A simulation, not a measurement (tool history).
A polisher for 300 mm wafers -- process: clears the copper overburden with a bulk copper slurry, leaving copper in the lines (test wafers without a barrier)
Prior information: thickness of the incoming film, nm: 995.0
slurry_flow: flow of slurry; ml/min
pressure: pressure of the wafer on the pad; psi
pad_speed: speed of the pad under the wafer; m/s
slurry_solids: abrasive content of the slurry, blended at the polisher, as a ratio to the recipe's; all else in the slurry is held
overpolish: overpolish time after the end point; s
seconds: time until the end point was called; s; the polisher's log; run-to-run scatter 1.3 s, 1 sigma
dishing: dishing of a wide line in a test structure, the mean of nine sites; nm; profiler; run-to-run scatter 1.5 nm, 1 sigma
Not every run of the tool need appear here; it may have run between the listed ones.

{"run": 1, "hour": 0.0, "slurry_flow": 125, "pressure": 2.3, "pad_speed": 1.28, "slurry_solids": 1.0, "overpolish": 11, "seconds": 86.332, "dishing": 64.966}
{"run": 2, "hour": 8.7, "slurry_flow": 120, "pressure": 2.2, "pad_speed": 1.28, "slurry_solids": 1.0, "overpolish": 12, "seconds": 92.665, "dishing": 67.088}
{"run": 3, "hour": 15.0, "slurry_flow": 120, "pressure": 2.2, "pad_speed": 1.28, "slurry_solids": 1.0, "overpolish": 15, "seconds": 91.99, "dishing": 76.424}
{"run": 4, "hour": 21.9, "slurry_flow": 120, "pressure": 2.2, "pad_speed": 1.28, "slurry_solids": 1.2, "overpolish": 15, "seconds": 88.92, "dishing": 80.658}
{"run": 5, "hour": 27.2, "slurry_flow": 135, "pressure": 2.2, "pad_speed": 1.28, "slurry_solids": 1.2, "overpolish": 15, "seconds": 86.817, "dishing": 78.519}
{"run": 6, "hour": 30.2, "slurry_flow": 135, "pressure": 2.2, "pad_speed": 1.06, "slurry_solids": 1.2, "overpolish": 15, "seconds": 105.13, "dishing": 73.266}

Run 7, settings as shown, results not yet in. Your forecast:
{"run": 7, "hour": 32.8, "slurry_flow": 130, "pressure": 2.2, "pad_speed": 1.06, "slurry_solids": 1.2, "overpolish": 15, "seconds": "?", "dishing": "?"}

Run 7 measured seconds 105.620 s, dishing 70.475 nm.
